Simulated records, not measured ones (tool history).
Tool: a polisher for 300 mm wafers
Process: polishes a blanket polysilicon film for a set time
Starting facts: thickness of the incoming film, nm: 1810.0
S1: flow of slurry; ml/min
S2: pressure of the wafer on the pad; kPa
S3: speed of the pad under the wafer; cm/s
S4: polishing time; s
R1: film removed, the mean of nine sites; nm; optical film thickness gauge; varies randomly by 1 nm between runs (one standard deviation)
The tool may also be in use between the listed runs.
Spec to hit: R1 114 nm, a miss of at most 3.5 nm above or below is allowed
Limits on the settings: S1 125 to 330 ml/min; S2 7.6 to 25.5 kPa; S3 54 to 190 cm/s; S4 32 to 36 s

run	hour	S1	S2	S3	S4	R1
1	0	210	16.5	122	36	255.24
2	1.4	210	20	122	36	302.86
3	2.3	210	20	100	36	266.4
4	6.8	210	20	100	32	239.13
5	9.5	205	17.2	98	32	206.08
6	17.8	205	17.2	98	36	232.68
7	25	190	13.1	80	36	151.24
8	27.5	185	12.4	80	36	144.22
9	34.2	180	11.7	80	36	136.56
10	40.7	175	11	80	36	128.31
11	47.4	170	11	80	36	127.43
12	55.4	165	11	80	36	126.1
13	56	160	11	80	36	124.84
14	57.4	155	11	80	36	124.97
15	62.8	150	11	80	36	123.89
16	70	145	11	80	36	122.9
17	72.6	140	11	80	36	121.28

Which of these 4 next moves meets every target?
A	75.2	145	10.3	86	36	?
B	75.2	175	11	82	35	?
C	75.2	125	11	92	32	?
D	75.2	140	11	62	35	?

move	R1
A	120.66
B	125.61
C	114.93
D	102.38
A: moves toward the targets from the last run without getting all of them in spec
B: the biggest miss grows against the last run
C: all results in spec
D: moves the result that the last run missed by most past its target, out the other side
C is the move that brings every result within its allowed miss.

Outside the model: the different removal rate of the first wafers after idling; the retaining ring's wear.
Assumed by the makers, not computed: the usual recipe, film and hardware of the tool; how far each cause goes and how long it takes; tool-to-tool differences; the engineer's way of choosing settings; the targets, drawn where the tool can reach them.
